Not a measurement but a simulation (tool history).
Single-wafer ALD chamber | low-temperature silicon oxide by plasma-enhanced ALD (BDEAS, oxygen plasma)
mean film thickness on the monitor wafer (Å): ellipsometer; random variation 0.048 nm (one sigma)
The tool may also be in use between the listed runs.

run,hour,heater temperature setpoint (°C),number of ALD cycles (cycles),mean film thickness on the monitor wafer (Å)
1,0,115,57,77.839
2,4.9,125,57,76.483
3,10.6,125,50,66.948
4,15.7,124,55,74.021
5,20.2,123,59,79.851
6,23.6,132,59,77.59

Run 7 comes next. What will it give?
7,26,127,61,?

Run 7 gave mean film thickness on the monitor wafer (Å) 80.898.
